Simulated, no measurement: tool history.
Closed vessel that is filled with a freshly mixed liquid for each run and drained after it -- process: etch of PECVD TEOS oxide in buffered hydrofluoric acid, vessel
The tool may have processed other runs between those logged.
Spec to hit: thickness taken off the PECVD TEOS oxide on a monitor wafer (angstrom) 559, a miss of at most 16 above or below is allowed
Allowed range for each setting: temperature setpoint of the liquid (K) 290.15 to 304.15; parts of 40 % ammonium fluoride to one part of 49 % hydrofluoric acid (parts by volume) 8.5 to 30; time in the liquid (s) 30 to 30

run	hour	temperature setpoint of the liquid (K)	parts of 40 % ammonium fluoride to one part of 49 % hydrofluoric acid (parts by volume)	time in the liquid (s)	thickness taken off the PECVD TEOS oxide on a monitor wafer (angstrom)
1	0	296.15	23	30	224.32
2	5.3	294.15	23	30	201.67
3	7.7	296.15	20	30	245.08
4	13.1	297.65	17.5	30	300.2
5	18.2	299.15	16	30	355.16
6	23.5	299.15	19	30	305.88
7	26.5	300.15	17.5	30	349.2
8	34.8	301.15	16.5	30	388.57
9	36.1	301.65	15.5	30	414.56
10	40.7	304.15	9.5	30	771.08
11	49.9	303.15	9.5	30	724.31
12	50.9	302.15	9.5	30	685.49
13	56.3	301.65	9.5	30	674.15
14	57.4	301.15	9.5	30	639.71
15	59.2	300.65	9.5	30	645.37
16	66.4	300.15	9.5	30	615.08
17	67.5	299.65	9.5	30	600.81
18	76.7	299.15	9.5	30	594.12

Which of these 4 next moves meets every target?
A	85.9	298.15	10.5	30	?
B	85.9	300.65	12	30	?
C	85.9	300.15	9	30	?
D	85.9	299.65	10.5	30	?

move	thickness taken off the PECVD TEOS oxide on a monitor wafer (angstrom)
A	513.75
B	515.91
C	640.99
D	557.02
A: carries the result that was furthest off beyond its target, to the other side
B: carries the result that was furthest off beyond its target, to the other side
C: lands further from the targets than the last run did
D: all results in spec
Answer: D
